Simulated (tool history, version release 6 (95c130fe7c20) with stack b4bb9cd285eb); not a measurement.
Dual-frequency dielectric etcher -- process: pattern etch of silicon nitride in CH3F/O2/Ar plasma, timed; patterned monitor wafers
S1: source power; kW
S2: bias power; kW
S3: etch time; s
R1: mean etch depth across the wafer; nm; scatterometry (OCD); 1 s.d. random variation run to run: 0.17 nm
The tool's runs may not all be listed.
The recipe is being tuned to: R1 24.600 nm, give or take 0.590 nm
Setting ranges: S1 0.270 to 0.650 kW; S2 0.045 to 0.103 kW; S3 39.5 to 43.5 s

{"run": 1, "hour": 0.0, "S1": 0.46, "S2": 0.074, "S3": 43.5, "R1": 31.438}
{"run": 2, "hour": 5.6, "S1": 0.43, "S2": 0.071, "S3": 43.0, "R1": 29.464}
{"run": 3, "hour": 13.9, "S1": 0.43, "S2": 0.071, "S3": 39.5, "R1": 27.186}
{"run": 4, "hour": 18.2, "S1": 0.43, "S2": 0.078, "S3": 39.5, "R1": 28.114}
{"run": 5, "hour": 23.0, "S1": 0.43, "S2": 0.069, "S3": 39.5, "R1": 26.709}
{"run": 6, "hour": 25.0, "S1": 0.43, "S2": 0.069, "S3": 39.5, "R1": 26.806}
{"run": 7, "hour": 30.2, "S1": 0.42, "S2": 0.069, "S3": 39.5, "R1": 26.5}
{"run": 8, "hour": 36.1, "S1": 0.34, "S2": 0.065, "S3": 39.5, "R1": 23.009}
{"run": 9, "hour": 38.6, "S1": 0.35, "S2": 0.065, "S3": 39.5, "R1": 23.25}
{"run": 10, "hour": 46.0, "S1": 0.36, "S2": 0.065, "S3": 39.5, "R1": 23.467}

Of the 4 settings listed for the next run, only one would bring every result within its allowed miss of target. Which one?
{"run": "A", "hour": 53.4, "S1": 0.38, "S2": 0.062, "S3": 41.0, "R1": "?"}
{"run": "B", "hour": 53.4, "S1": 0.39, "S2": 0.06, "S3": 43.5, "R1": "?"}
{"run": "C", "hour": 53.4, "S1": 0.37, "S2": 0.057, "S3": 40.5, "R1": "?"}
{"run": "D", "hour": 53.4, "S1": 0.34, "S2": 0.064, "S3": 40.0, "R1": "?"}

move=A R1=24.721
move=B R1=26.228
move=C R1=23.167
move=D R1=22.947
A: all results land within tolerance of their targets
B: takes the biggest miss from the last run beyond its target
C: moves away from the targets compared with the last run
D: moves away from the targets compared with the last run
Go with A: it meets all targets.
